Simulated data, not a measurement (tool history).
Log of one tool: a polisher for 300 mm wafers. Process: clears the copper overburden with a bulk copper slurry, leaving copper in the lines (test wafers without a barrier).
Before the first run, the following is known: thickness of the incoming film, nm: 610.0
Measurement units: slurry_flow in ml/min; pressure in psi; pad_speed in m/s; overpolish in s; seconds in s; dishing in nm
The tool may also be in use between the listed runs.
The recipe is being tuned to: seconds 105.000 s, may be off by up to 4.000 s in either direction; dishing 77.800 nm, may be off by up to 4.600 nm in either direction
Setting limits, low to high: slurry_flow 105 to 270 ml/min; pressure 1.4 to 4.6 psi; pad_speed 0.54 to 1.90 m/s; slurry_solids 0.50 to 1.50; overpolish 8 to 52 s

run	hour	slurry_flow	pressure	pad_speed	slurry_solids	overpolish	seconds	dishing
1	0.0	175	3.0	1.22	1.00	26	60.083	109.190
2	4.3	175	3.0	1.22	1.00	35	60.248	117.420
3	9.3	175	3.0	0.96	1.00	35	70.161	113.430
4	11.5	175	3.0	0.96	0.80	35	72.862	114.240
5	19.6	175	3.0	0.96	0.80	26	70.748	102.410
6	27.9	175	2.7	0.96	0.80	25	79.344	96.092
7	33.1	175	2.5	0.96	0.80	24	84.826	87.334
8	36.9	175	2.4	0.96	0.80	25	86.728	87.217
9	41.6	175	2.3	0.96	0.80	26	89.767	85.529
10	43.8	165	1.8	0.94	0.80	27	110.380	74.689
11	48.0	170	1.8	0.94	0.80	27	110.970	75.147

Exercise: of the 5 proposed moves below, exactly one satisfies all targets within the stated allowed misses. Which move is it?
A	52.2	150	1.9	0.70	0.70	30	?	?
B	52.2	195	1.8	0.80	0.70	28	?	?
C	52.2	165	2.1	0.92	0.60	26	?	?
D	52.2	190	2.1	0.64	0.70	27	?	?
E	52.2	130	1.7	0.94	0.85	28	?	?

move	seconds	dishing
A	126.100	73.684
B	119.900	72.355
C	103.500	77.031
D	118.860	72.845
E	116.180	72.957
A: its largest miss is bigger than the last run's
B: its largest miss is bigger than the last run's
C: hits every target within its allowed miss
D: its largest miss is bigger than the last run's
E: its largest miss is bigger than the last run's
The right move is C.
